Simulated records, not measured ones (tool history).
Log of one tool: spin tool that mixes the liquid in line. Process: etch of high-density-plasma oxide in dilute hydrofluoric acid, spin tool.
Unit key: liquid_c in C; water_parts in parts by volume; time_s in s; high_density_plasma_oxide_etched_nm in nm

run    day  liquid_c  water_parts  time_s  high_density_plasma_oxide_etched_nm
  1  0.000      22.0          205     280                               6.0109
  2  0.233      20.5          205     280                               5.6846
  3  0.312      20.5          170     280                               7.1635
  4  0.588      20.5          170     300                               7.5501
  5  0.746      19.5          200     300                               6.0549
  6  0.925      19.0          215     300                               5.4688
  7  1.046      18.5          230     300                               4.8449

Run 8, settings as shown, results not yet in. Your forecast:
  8  1.092      18.0          240     300                                    ?

{"run 8": {"high_density_plasma_oxide_etched_nm": 4.5981}}

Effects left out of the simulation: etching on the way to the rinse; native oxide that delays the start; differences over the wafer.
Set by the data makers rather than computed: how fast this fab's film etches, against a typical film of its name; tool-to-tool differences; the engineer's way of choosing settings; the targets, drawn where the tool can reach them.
